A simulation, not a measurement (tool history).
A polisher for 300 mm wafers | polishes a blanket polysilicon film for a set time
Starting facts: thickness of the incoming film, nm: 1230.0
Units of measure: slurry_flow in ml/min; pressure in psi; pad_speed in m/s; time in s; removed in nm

run,hour,slurry_flow,pressure,pad_speed,time,removed
1,0,305,2.5,0.94,77,463.24
2,4.9,305,2.5,0.94,81,483.47
3,12.5,340,2.5,0.94,81,490.13
4,19.2,340,2.2,0.94,81,432.26
5,21.6,290,2.2,0.94,81,425.27
6,25.6,235,2.2,0.94,81,417.15
7,32.5,250,2.3,0.94,81,436.29
8,40,270,2.4,0.94,81,458.28
9,47.8,270,2.4,0.94,81,462.31

Run 10 is up next; what results do you expect?
10,53.2,275,2.5,0.94,81,?

removed: 483.59 nm
